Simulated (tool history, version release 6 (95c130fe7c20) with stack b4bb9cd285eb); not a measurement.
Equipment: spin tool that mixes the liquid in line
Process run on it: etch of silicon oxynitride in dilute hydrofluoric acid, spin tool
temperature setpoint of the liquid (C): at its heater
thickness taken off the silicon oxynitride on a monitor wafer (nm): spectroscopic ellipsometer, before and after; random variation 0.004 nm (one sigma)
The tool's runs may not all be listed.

run	day	temperature setpoint of the liquid (C)	parts of water to one part of 49 % hydrofluoric acid (parts by volume)	time under the liquid (s)	thickness taken off the silicon oxynitride on a monitor wafer (nm)
1	0	24	205	60	0.42503
2	0.183	24	205	60	0.41764
3	0.554	24	205	35	0.24914
4	0.871	24	150	35	0.3475
5	1.212	23	180	35	0.25953
6	1.508	23	150	35	0.33994
7	1.592	22	165	35	0.26916
8	1.804	21	165	35	0.28118

For run 9, what comes out?
9	1.979	20.5	185	35	?

thickness taken off the silicon oxynitride on a monitor wafer (nm): 0.23957
